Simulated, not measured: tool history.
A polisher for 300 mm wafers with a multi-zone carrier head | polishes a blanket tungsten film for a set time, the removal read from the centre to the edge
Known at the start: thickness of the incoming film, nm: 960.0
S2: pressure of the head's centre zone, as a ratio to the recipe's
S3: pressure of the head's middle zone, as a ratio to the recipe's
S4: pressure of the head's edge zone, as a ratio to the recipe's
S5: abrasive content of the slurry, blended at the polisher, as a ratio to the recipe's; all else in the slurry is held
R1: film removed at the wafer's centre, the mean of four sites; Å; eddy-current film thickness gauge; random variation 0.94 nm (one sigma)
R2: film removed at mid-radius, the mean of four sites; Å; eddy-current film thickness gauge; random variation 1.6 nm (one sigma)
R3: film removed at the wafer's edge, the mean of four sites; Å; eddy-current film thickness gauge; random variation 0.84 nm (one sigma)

Run 1, hour 0.0: flow of slurry (ml/min) 215, S2 1.00, S3 1.00, S4 1.00, S5 1.00, polishing time (s) 30. Result: R1 1730.7 Å, R2 1767.1 Å, R3 1729.8 Å.
Run 2, hour 4.5: flow of slurry (ml/min) 215, S2 0.97, S3 1.00, S4 1.00, S5 1.00, polishing time (s) 30. Result: R1 1701.9 Å, R2 1783.1 Å, R3 1738.8 Å.
Run 3, hour 10.1: flow of slurry (ml/min) 215, S2 1.05, S3 1.00, S4 1.00, S5 1.00, polishing time (s) 30. Result: R1 1794.2 Å, R2 1752.1 Å, R3 1734.3 Å.
Run 4, hour 13.7: flow of slurry (ml/min) 210, S2 1.03, S3 0.98, S4 0.98, S5 0.90, polishing time (s) 29. Result: R1 1681.7 Å, R2 1634.2 Å, R3 1633.0 Å.
Run 5, hour 20.4: flow of slurry (ml/min) 210, S2 0.98, S3 0.98, S4 0.98, S5 0.90, polishing time (s) 29. Result: R1 1609.4 Å, R2 1612.4 Å, R3 1606.6 Å.
Run 6, hour 24.4: flow of slurry (ml/min) 210, S2 1.04, S3 0.98, S4 0.98, S5 0.90, polishing time (s) 29. Result: R1 1686.6 Å, R2 1673.9 Å, R3 1604.2 Å.
Run 7, hour 25.0: flow of slurry (ml/min) 205, S2 1.02, S3 0.95, S4 0.97, S5 0.85, polishing time (s) 29. Result: R1 1637.1 Å, R2 1528.6 Å, R3 1586.1 Å.
Run 8, hour 32.8: flow of slurry (ml/min) 200, S2 1.00, S3 0.95, S4 0.95, S5 0.80, polishing time (s) 29. Result: R1 1571.7 Å, R2 1545.1 Å, R3 1536.1 Å.

For run 9, what comes out?
Run 9, hour 39.4: flow of slurry (ml/min) 195, S2 0.99, S3 0.93, S4 0.93, S5 0.75, polishing time (s) 29. Result: R1 ?, R2 ?, R3 ?.

{"run 9": {"R1": 1567.8, "R2": 1489.8, "R3": 1511.6}}
